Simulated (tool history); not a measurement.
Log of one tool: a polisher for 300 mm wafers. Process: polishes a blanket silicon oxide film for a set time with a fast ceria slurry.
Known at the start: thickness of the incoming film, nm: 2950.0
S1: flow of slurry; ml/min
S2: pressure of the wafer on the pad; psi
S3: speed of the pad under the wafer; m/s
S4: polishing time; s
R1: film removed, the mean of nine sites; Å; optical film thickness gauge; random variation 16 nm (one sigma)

run,hour,S1,S2,S3,S4,R1
1,0.0,150,2.6,1.00,51,7787.5
2,2.7,150,2.7,1.00,51,8071.7
3,9.4,150,2.2,1.00,51,6571.3
4,12.7,150,2.3,1.00,51,7067.6
5,14.0,150,2.4,1.00,51,7329.4
6,19.9,165,2.4,1.00,51,7439.6
# hour 25.4: slurry nozzle cleaned
7,25.4,165,2.5,1.00,51,7743.8
8,29.2,165,2.6,1.00,51,8126.8

Run 9 comes next. What will it give?
9,37.6,165,2.6,1.00,51,?

{"run 9": {"R1": 8097.3}}
